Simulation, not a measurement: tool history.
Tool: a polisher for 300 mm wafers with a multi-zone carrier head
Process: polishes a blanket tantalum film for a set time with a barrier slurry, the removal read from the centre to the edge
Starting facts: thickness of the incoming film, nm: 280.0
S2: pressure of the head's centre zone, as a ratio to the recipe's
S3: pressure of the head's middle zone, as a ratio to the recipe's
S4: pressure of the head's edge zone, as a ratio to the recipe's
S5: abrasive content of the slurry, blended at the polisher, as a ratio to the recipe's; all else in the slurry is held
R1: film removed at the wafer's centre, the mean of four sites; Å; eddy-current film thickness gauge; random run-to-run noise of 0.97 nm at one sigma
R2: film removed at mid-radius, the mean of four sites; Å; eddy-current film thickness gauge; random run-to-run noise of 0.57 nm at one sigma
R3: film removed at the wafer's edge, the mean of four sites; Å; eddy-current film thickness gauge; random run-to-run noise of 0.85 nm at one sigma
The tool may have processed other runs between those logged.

{"run": 1, "day": 0.0, "flow of slurry (ml/min)": 220, "S2": 1, "S3": 1, "S4": 1, "S5": 1, "polishing time (s)": 47, "R1": 921.24, "R2": 919.36, "R3": 947.72}
{"run": 2, "day": 0.167, "flow of slurry (ml/min)": 215, "S2": 1.02, "S3": 0.99, "S4": 0.95, "S5": 0.9, "polishing time (s)": 47, "R1": 905.68, "R2": 883.39, "R3": 869.09}
{"run": 3, "day": 0.417, "flow of slurry (ml/min)": 215, "S2": 1.02, "S3": 0.99, "S4": 0.86, "S5": 0.9, "polishing time (s)": 47, "R1": 904.59, "R2": 879.59, "R3": 825.28}
{"run": 4, "day": 0.675, "flow of slurry (ml/min)": 205, "S2": 1.03, "S3": 0.96, "S4": 0.85, "S5": 0.9, "polishing time (s)": 47, "R1": 910.79, "R2": 845.33, "R3": 826.45}
{"run": 5, "day": 0.9, "flow of slurry (ml/min)": 205, "S2": 1.03, "S3": 0.93, "S4": 0.85, "S5": 0.9, "polishing time (s)": 47, "R1": 907.33, "R2": 838.74, "R3": 817.52}
{"run": 6, "day": 1.042, "flow of slurry (ml/min)": 205, "S2": 1.03, "S3": 0.93, "S4": 0.85, "S5": 0.9, "polishing time (s)": 53, "R1": 1033.8, "R2": 942.41, "R3": 946.41}

Run 7 is up next; what results do you expect?
{"run": 7, "day": 1.412, "flow of slurry (ml/min)": 205, "S2": 1.03, "S3": 0.92, "S4": 0.84, "S5": 0.8, "polishing time (s)": 52, "R1": "?", "R2": "?", "R3": "?"}

Run 7 measured R1 963.02 Å, R2 866.66 Å, R3 851.9 Å.
